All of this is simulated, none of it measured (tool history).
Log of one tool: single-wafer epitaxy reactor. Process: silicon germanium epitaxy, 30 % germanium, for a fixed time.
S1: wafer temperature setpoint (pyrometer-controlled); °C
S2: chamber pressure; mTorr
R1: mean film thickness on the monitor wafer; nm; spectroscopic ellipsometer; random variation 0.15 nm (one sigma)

run	day	S1	S2	R1
1	0	580	21000	36.343
2	0.042	578	21000	34.771
3	0.092	567	21000	27.191
4	0.154	567	22400	28.018
5	0.346	572	22400	31.471
6	0.454	571	22400	30.441
7	0.546	570	22400	29.942
8	0.808	561	22200	24.533
9	1.017	562	22200	25.001
# day 1.133: pyrometer calibrated
10	1.133	563	22200	29.225

Run 11 comes next. What will it give?
11	1.296	562	21900	?

{"run 11": {"R1": 27.984}}
